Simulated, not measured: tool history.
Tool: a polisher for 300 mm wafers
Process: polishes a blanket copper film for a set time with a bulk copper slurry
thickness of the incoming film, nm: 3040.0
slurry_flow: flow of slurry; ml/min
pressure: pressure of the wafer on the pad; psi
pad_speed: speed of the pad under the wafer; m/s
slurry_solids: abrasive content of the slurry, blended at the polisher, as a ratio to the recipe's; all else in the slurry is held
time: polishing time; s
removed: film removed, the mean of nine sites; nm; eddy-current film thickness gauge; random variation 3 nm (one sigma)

run  hour  slurry_flow  pressure  pad_speed  slurry_solids  time  removed
  1   0.0          170       2.1       1.36            1.0    26   265.61
  2   4.4          170       1.8       1.36            1.0    26   229.46
  3   9.4          170       1.8       1.36            1.0    26   226.66
  4  16.8          170       1.9       1.36            1.0    26   239.16
  5  24.9          140       1.9       1.36            1.0    26   230.60
  6  31.9          145       2.0       1.36            1.0    26   247.81

The next listed run, before its measurement:
  7  37.9          145       2.1       1.36            1.0    26        ?

Run 7 gave removed 259.84 nm.
